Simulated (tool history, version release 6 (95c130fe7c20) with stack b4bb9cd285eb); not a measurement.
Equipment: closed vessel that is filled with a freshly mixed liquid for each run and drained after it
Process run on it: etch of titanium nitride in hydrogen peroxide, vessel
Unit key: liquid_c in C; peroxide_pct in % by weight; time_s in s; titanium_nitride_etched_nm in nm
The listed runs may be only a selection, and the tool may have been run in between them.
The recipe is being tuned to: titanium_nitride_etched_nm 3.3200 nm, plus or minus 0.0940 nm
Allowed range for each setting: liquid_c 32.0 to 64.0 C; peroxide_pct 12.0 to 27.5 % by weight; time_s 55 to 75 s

run,day,liquid_c,peroxide_pct,time_s,titanium_nitride_etched_nm
1,0.000,48.0,18.5,75,2.3412
2,0.046,48.5,18.5,75,2.3999
3,0.096,48.5,22.0,75,2.4453
4,0.450,49.0,22.0,75,2.5541
5,0.762,49.5,22.0,75,2.6752
6,0.962,49.5,22.0,55,1.9661
7,1.171,51.0,22.0,55,2.1801
8,1.329,52.5,22.0,55,2.4401
9,1.679,53.5,22.0,55,2.6125
10,2.042,54.0,22.0,55,2.7086
11,2.079,54.5,22.0,55,2.8016
12,2.408,57.5,22.0,55,3.5005

5 next moves are on the table. One of them brings every result within its allowed miss. Which?
A,2.738,55.0,18.5,75,?
B,2.738,59.0,23.0,55,?
C,2.738,56.0,24.5,65,?
D,2.738,54.0,27.0,65,?
E,2.738,55.0,22.0,75,?

move,titanium_nitride_etched_nm
A,3.8423
B,3.8942
C,3.7935
D,3.3684
E,3.9877
A: moves away from the targets compared with the last run
B: moves away from the targets compared with the last run
C: moves away from the targets compared with the last run
D: all results land within tolerance of their targets
E: moves away from the targets compared with the last run
Answer: D
